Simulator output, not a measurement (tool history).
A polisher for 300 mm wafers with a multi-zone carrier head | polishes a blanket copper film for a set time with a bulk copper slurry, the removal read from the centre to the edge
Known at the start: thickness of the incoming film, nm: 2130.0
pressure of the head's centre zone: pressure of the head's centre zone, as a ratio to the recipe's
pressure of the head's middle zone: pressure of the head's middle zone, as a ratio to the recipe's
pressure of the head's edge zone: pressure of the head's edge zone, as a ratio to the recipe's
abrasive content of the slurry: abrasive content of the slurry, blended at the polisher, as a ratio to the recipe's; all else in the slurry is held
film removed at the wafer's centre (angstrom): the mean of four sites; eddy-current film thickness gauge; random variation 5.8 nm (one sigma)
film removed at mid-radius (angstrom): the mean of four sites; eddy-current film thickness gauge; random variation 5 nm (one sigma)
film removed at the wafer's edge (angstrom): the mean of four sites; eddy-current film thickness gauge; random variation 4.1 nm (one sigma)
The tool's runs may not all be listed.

run    day  flow of slurry (ml/min)  pressure of the head's centre zone  pressure of the head's middle zone  pressure of the head's edge zone  abrasive content of the slurry  polishing time (s)  film removed at the wafer's centre (angstrom)  film removed at mid-radius (angstrom)  film removed at the wafer's edge (angstrom)
  1      0                      270                                   1                                   1                                 1                               1                  53                                         4318.1                                 4292.3                                       4164.8
  2  0.371                      270                                1.01                                0.99                              0.98                            0.95                  53                                         4363.6                                 4121.3                                       4102.4
  3  0.721                      270                                1.01                                0.99                              0.96                             0.9                  53                                         4241.9                                 4121.9                                       4023.7
  4  1.067                      270                                1.01                                0.93                              0.96                             0.9                  53                                           4254                                 3830.7                                       4021.9
  5  1.233                      270                                1.02                                0.94                              0.94                            0.85                  53                                         4213.9                                   3888                                       3983.4
  6  1.462                      270                                1.04                                0.94                              0.93                            0.85                  52                                         4197.9                                 3785.4                                       3826.1
  7  1.758                      270                                1.05                                0.94                              0.92                            0.85                  52                                         4291.8                                   3874                                       3789.3
  8  1.929                      270                                1.05                                0.94                              0.91                            0.85                  52                                         4213.1                                 3804.1                                       3789.7

The next listed run, before its measurement:
  9  2.171                      270                                1.06                                0.94                               0.9                            0.85                  52                                              ?                                      ?                                            ?

Run 9 gave film removed at the wafer's centre (angstrom) 4243, film removed at mid-radius (angstrom) 3848.3, film removed at the wafer's edge (angstrom) 3879.5.
